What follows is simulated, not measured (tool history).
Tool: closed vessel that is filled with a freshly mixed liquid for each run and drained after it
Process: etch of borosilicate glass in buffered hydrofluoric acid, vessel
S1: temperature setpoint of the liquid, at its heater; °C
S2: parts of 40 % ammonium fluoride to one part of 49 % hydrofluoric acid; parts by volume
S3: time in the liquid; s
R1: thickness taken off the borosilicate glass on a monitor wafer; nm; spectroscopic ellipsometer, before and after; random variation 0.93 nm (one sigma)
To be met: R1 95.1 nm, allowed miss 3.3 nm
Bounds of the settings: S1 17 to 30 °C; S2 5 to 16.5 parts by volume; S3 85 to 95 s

| run | hour | S1 | S2 | S3 | R1 |
|---|---|---|---|---|---|
| 1 | 0 | 22 | 10 | 85 | 111.43 |
| 2 | 5.9 | 21.5 | 10 | 85 | 109.46 |
| 3 | 7.5 | 21 | 10 | 85 | 107.74 |
| 4 | 13.8 | 21 | 7.5 | 85 | 137.62 |
| 5 | 15.7 | 23.5 | 7.5 | 85 | 157.13 |
| 6 | 21.9 | 22 | 8 | 85 | 135.86 |
| 7 | 29 | 21 | 8.5 | 85 | 119.09 |
| 8 | 31.1 | 20.5 | 8.5 | 85 | 117.29 |
| 9 | 36.6 | 19.5 | 8.5 | 85 | 109.6 |
| 10 | 44.1 | 19 | 8.5 | 85 | 106.25 |
| 11 | 52.8 | 18.5 | 8.5 | 85 | 103.75 |
| 12 | 58.1 | 18 | 8.5 | 85 | 100.77 |
| 13 | 62.4 | 17.5 | 8.5 | 85 | 100.21 |
| 14 | 68.4 | 17 | 9 | 85 | 89.972 |

4 next moves are on the table. One of them brings every result within its allowed miss. Which?
| A | 74.4 | 17.5 | 9.5 | 85 | ? |
| B | 74.4 | 17 | 9.5 | 85 | ? |
| C | 74.4 | 17 | 9 | 90 | ? |
| D | 74.4 | 20.5 | 12.5 | 90 | ? |

| move | R1 |
|---|---|
| A | 90.769 |
| B | 88.28 |
| C | 96.807 |
| D | 87.954 |
A: nearer than the last run, and not there yet
B: further off than the last run
C: meets every target
D: further off than the last run
Answer: C
